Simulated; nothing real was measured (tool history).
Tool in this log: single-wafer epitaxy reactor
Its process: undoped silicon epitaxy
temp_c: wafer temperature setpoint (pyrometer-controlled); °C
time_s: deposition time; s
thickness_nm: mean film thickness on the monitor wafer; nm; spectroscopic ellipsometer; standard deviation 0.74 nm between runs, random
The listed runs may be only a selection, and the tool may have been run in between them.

Run 1, hour 0.0: temp_c 670 °C, time_s 304 s. Result: thickness_nm 93.922 nm.
Run 2, hour 8.1: temp_c 675 °C, time_s 304 s. Result: thickness_nm 103.500 nm.
Run 3, hour 10.7: temp_c 675 °C, time_s 285 s. Result: thickness_nm 96.307 nm.
Run 4, hour 16.1: temp_c 675 °C, time_s 252 s. Result: thickness_nm 85.742 nm.
Run 5, hour 23.5: temp_c 667 °C, time_s 252 s. Result: thickness_nm 73.778 nm.
Run 6, hour 25.4: temp_c 658 °C, time_s 252 s. Result: thickness_nm 62.810 nm.

Run 7 has not been measured yet. What should we expect?
Run 7, hour 33.6: temp_c 670 °C, time_s 259 s. Result: thickness_nm ?.

{"run 7": {"thickness_nm": 80.692}}
